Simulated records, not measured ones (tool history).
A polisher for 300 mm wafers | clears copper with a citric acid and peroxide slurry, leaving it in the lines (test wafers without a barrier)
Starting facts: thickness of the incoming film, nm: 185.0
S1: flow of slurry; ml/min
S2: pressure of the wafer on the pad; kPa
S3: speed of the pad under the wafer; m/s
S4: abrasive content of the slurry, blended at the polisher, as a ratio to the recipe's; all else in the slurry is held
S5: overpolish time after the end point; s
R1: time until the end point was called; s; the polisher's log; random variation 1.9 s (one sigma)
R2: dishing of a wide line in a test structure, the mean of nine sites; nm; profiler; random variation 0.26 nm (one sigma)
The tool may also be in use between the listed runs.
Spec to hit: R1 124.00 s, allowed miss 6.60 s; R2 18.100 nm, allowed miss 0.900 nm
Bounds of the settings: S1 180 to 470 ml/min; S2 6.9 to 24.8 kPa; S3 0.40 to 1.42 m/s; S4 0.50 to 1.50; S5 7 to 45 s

run	hour	S1	S2	S3	S4	S5	R1	R2
1	0.0	300	15.9	0.90	1.00	23	115.16	22.972
2	3.1	300	17.2	0.90	1.00	23	112.98	23.816
3	8.2	300	16.5	0.90	1.00	22	113.62	22.636
4	13.3	300	15.9	0.90	1.00	21	115.44	21.860
5	16.0	300	15.9	0.90	0.90	21	125.03	20.760
6	24.3	300	15.9	0.90	0.90	13	122.58	13.707
7	27.8	300	15.9	0.90	0.90	14	125.06	14.902
8	29.7	300	15.9	0.90	0.90	14	123.44	15.036
# hour 37.3: head pressure recalibrated
9	37.3	300	15.9	0.90	0.90	15	111.92	16.778
10	42.7	300	13.1	0.88	0.90	21	129.03	19.652

Pick the move, out of 5, that brings all results within their allowed miss; only one does.
A	48.1	280	13.1	0.94	0.90	18	?	?
B	48.1	255	12.4	0.82	0.90	24	?	?
C	48.1	225	13.1	0.90	1.15	22	?	?
D	48.1	400	14.5	0.76	0.80	25	?	?
E	48.1	290	16.5	0.86	0.75	21	?	?

move	R1	R2
A	125.73	18.007
B	145.46	20.333
C	124.47	21.592
D	139.46	21.942
E	120.78	21.466
A: every result within its allowed miss
B: the biggest miss grows against the last run
C: the biggest miss grows against the last run
D: the biggest miss grows against the last run
E: the biggest miss grows against the last run
Move A is the one to make.
